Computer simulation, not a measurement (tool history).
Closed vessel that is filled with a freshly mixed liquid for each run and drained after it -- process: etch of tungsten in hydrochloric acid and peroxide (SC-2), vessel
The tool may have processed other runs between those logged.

run    day  temperature setpoint of the liquid (°C)  parts of water to one part each of 37 % hydrochloric acid and 30 % peroxide (parts by volume)  time in the liquid (s)  thickness taken off the tungsten on a monitor wafer (angstrom)
  1      0                                       50                                                                                              9                      85                                                          150.62
  2  0.079                                     49.5                                                                                              9                      85                                                          146.45
  3  0.267                                     49.5                                                                                              9                      85                                                          147.44
  4  0.388                                     49.5                                                                                            7.5                      85                                                          167.19
  5  0.612                                     49.5                                                                                            9.5                      85                                                          139.61
  6  0.771                                     49.5                                                                                            9.5                      95                                                          157.33

Forecast run 7:
  7  1.083                                       49                                                                                            9.5                      95                                                               ?

For run 7 the tool returned thickness taken off the tungsten on a monitor wafer (angstrom) 150.06.
